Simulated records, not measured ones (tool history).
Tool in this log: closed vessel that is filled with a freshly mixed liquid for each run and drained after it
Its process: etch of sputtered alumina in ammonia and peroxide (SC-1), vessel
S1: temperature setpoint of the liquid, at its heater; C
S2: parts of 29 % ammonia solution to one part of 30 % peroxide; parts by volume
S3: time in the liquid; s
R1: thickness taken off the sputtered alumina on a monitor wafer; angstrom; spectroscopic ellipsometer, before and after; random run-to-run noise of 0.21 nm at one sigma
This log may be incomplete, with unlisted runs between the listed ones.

{"run": 1, "hour": 0.0, "S1": 46, "S2": 0.4, "S3": 1680, "R1": 641.83}
{"run": 2, "hour": 7.9, "S1": 46, "S2": 0.35, "S3": 1680, "R1": 634.44}
{"run": 3, "hour": 11.9, "S1": 43.5, "S2": 0.35, "S3": 1680, "R1": 554.14}
{"run": 4, "hour": 14.3, "S1": 43, "S2": 0.35, "S3": 1680, "R1": 536.49}
{"run": 5, "hour": 18.3, "S1": 43, "S2": 0.35, "S3": 1680, "R1": 536.72}
{"run": 6, "hour": 19.3, "S1": 43, "S2": 0.45, "S3": 1680, "R1": 548.22}

The next listed run, before its measurement:
{"run": 7, "hour": 27.8, "S1": 42.5, "S2": 0.45, "S3": 1680, "R1": "?"}

R1: 534.59 angstrom

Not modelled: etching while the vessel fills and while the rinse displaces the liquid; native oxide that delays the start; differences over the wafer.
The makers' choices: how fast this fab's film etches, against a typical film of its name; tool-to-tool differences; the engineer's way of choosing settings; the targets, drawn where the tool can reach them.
